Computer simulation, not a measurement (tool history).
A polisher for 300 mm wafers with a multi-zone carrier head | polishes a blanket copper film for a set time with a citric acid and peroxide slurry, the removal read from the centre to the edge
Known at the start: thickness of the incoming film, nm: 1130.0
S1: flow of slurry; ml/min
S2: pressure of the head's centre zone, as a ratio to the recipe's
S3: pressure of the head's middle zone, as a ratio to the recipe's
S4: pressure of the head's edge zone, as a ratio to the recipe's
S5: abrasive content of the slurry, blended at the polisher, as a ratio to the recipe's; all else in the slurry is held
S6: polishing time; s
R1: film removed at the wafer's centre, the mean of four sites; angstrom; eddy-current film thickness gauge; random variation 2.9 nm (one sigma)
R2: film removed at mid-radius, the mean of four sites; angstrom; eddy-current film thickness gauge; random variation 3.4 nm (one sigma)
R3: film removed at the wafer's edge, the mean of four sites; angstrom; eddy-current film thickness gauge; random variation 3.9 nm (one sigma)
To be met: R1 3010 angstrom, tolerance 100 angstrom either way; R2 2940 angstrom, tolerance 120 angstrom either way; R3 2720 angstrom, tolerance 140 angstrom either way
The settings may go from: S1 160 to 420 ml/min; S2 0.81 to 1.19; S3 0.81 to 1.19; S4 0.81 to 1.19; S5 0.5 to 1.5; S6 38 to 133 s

run    day   S1    S2    S3    S4   S5  S6      R1      R2      R3
  1      0  270     1     1     1    1  85  1920.2  1995.8  2015.3
  2  0.196  270  1.08     1     1    1  85  2074.2  2020.9  2030.7
  3  0.392  310  1.08     1     1    1  85  2131.3  2014.1  2023.9
  4  0.671  310  1.08     1  1.03    1  85  2114.5  1990.6  2021.7
  5  0.733  310  1.08  0.97  1.03    1  85  2139.1  2046.2  2082.5
       0.8  -- slurry nozzle cleaned
  6    0.8  310  1.08  1.02  1.03    1  85  2268.6    2170  2140.9
  7  0.917  300  1.09  1.05  1.07    1  85  2253.7  2218.6  2171.6
  8  1.242  305  1.11  1.07  1.09  1.1  86  2360.5  2345.7  2311.7

Of the 4 settings listed for the next run, only one would bring every result within its allowed miss of target. Which one?
  A  1.567  265  1.17  1.13  1.07  1.05  105   ?   ?   ?
  B  1.567  340  1.19  1.05  1.03   1.1  107   ?   ?   ?
  C  1.567  320  0.91  1.19  1.19  1.15   83   ?   ?   ?
  D  1.567  315  1.14  1.01  1.09   1.4  108   ?   ?   ?

move      R1      R2      R3
   A  3009.3  2921.4  2680.7
   B  3232.8  2892.8  2762.9
   C  1928.8  2519.8  2321.3
   D  3312.3  2997.7  3048.8
A: in spec on every target
B: the result that was furthest off in the last run now lies on the other side of its target
C: further off than the last run
D: the result that was furthest off in the last run now lies on the other side of its target
Correct choice: A, which meets every target
